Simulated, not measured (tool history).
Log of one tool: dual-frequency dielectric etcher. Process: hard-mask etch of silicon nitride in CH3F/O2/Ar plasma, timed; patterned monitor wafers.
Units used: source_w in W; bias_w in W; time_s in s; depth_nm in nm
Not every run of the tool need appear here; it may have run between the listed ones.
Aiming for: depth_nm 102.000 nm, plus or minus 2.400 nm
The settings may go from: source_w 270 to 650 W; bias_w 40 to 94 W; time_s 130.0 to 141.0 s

run  hour  source_w  bias_w  time_s  depth_nm
  1   0.0       460      67   141.0    89.245
  2   8.9       460      67   141.0    88.963
  3  15.9       490      68   141.0    91.195
  4  20.3       490      68   130.0    84.706
  5  23.1       510      73   131.5    88.384
  6  31.1       470      73   131.5    86.382
  7  37.5       500      77   133.0    89.863
  8  44.6       520      80   134.5    93.322
  9  46.3       540      81   135.0    94.824
 10  51.6       560      82   135.5    97.563
 11  57.9       570      83   135.5    98.031
 12  60.7       580      84   135.5    99.327

Consider the 4 candidate settings below. Which is the only one whose results all fall within their allowed miss of target?
  A  63.5       630      72   132.5         ?
  B  63.5       560      94   130.0         ?
  C  63.5       610      77   140.0         ?
  D  63.5       520      94   135.0         ?

move  depth_nm
   A    96.426
   B    97.303
   C   102.420
   D    98.236
A: the biggest miss grows against the last run
B: the biggest miss grows against the last run
C: meets every target
D: the biggest miss grows against the last run
Move C is the one to make.
